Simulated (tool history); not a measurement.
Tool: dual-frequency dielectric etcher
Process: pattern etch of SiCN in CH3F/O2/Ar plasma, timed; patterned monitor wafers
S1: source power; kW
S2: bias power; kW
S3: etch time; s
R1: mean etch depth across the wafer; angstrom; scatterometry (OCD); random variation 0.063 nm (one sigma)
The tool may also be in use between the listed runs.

run  hour     S1     S2  S3      R1
  1   0.0  0.460  0.067  38  148.16
  2   7.8  0.490  0.068  38  151.96
  3  12.9  0.520  0.069  38  157.43
  4  15.1  0.540  0.069  38  158.87
  5  19.6  0.540  0.059  38  147.43
  6  25.9  0.540  0.059  35  136.03

Run 7 comes next. What will it give?
  7  31.9  0.560  0.063  35   ?

Run 7 gave R1 142.22 angstrom.
